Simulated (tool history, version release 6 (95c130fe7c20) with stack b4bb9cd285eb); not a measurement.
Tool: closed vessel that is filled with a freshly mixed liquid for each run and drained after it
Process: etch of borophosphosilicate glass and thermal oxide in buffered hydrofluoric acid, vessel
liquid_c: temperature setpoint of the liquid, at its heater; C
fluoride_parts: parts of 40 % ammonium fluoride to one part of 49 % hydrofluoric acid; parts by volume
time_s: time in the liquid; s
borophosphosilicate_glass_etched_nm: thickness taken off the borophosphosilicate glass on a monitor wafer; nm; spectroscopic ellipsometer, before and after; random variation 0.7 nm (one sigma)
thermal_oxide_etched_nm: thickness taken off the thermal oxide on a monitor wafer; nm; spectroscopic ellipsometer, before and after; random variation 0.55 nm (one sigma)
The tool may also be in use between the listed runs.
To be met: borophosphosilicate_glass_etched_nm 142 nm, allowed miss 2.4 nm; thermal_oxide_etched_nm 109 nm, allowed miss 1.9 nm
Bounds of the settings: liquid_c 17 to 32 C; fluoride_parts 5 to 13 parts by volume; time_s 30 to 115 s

| run | hour | liquid_c | fluoride_parts | time_s | borophosphosilicate_glass_etched_nm | thermal_oxide_etched_nm |
|---|---|---|---|---|---|---|
| 1 | 0 | 24 | 8 | 60 | 108.73 | 83.113 |
| 2 | 8.8 | 24 | 8 | 75 | 135.39 | 103.93 |
| 3 | 11.9 | 22 | 8 | 75 | 121.41 | 93.115 |
| 4 | 16.4 | 22 | 8 | 55 | 88.682 | 68.128 |
| 5 | 23.9 | 22 | 8 | 35 | 56.613 | 43.444 |
| 6 | 24.8 | 22 | 8 | 55 | 89.113 | 68.344 |
| 7 | 27.3 | 23 | 8 | 55 | 93.707 | 72.198 |
| 8 | 34.5 | 23 | 8 | 55 | 93.952 | 72.029 |
| 9 | 38.9 | 23.5 | 8 | 55 | 96.87 | 74.094 |
| 10 | 48.2 | 27.5 | 8 | 55 | 119.55 | 91.639 |
| 11 | 52.1 | 31.5 | 8 | 55 | 147.16 | 113.44 |

4 next moves are on the table. One of them brings every result within its allowed miss. Which?
| A | 56 | 27.5 | 5 | 45 | ? | ? |
| B | 56 | 26.5 | 5.5 | 50 | ? | ? |
| C | 56 | 30 | 6 | 45 | ? | ? |
| D | 56 | 29.5 | 7.5 | 55 | ? | ? |

| move | borophosphosilicate_glass_etched_nm | thermal_oxide_etched_nm |
|---|---|---|
| A | 153.18 | 116.28 |
| B | 148.62 | 113.03 |
| C | 148.9 | 113.73 |
| D | 143.6 | 110.01 |
A: further off than the last run
B: further off than the last run
C: further off than the last run
D: meets every target
Move D is the one to make.

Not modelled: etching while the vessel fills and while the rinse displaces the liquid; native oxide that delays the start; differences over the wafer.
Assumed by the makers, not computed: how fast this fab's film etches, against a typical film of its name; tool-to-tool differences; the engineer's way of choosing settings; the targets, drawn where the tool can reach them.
